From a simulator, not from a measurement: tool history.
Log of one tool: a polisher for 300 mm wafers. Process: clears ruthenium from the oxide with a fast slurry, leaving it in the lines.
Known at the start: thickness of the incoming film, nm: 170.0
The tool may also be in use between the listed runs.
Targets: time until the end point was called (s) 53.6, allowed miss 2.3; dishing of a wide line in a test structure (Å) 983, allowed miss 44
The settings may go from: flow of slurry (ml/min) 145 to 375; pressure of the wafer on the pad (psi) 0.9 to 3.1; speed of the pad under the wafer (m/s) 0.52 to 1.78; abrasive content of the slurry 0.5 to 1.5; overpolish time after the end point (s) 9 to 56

run,hour,flow of slurry (ml/min),pressure of the wafer on the pad (psi),speed of the pad under the wafer (m/s),abrasive content of the slurry,overpolish time after the end point (s),time until the end point was called (s),dishing of a wide line in a test structure (Å)
1,0,240,2,1.14,1,29,49.447,737.25
2,6.4,215,2,1.14,1,29,49.098,718.07
3,13,215,2,1.14,1,33,48.612,799.02
4,16.5,225,1.9,1.14,1,37,51.955,843.52
5,17.9,225,1.6,1.14,1,37,61.501,751.5
6,20.9,270,1.6,1.14,1,37,59.782,748.09
7,25.3,270,1.7,1.14,1,40,57.201,846.97
8,33.1,270,1.7,1.14,1,41,56.892,852.26
9,39.9,270,1.7,1.14,1,42,56.035,895.26
10,48.5,270,1.7,1.14,1,43,56.507,885.77

5 next moves are on the table. One of them brings every result within its allowed miss. Which?
A,57.1,265,1.5,1.42,0.9,46,?,?
B,57.1,255,1.6,1.1,1.15,52,?,?
C,57.1,320,1.3,1.24,1.2,54,?,?
D,57.1,215,2.1,1.02,1,56,?,?
E,57.1,235,1.7,1.2,1.05,52,?,?

move,time until the end point was called (s),dishing of a wide line in a test structure (Å)
A,54.228,967.47
B,59.771,984.29
C,62.49,979.79
D,53.217,1114
E,54.12,1051.4
A: meets every target
B: brings the result that was furthest off to its target, and leaves another outside
C: brings the result that was furthest off to its target, and leaves another outside
D: takes the result that was furthest off past its target
E: takes the result that was furthest off past its target
The right move is A.
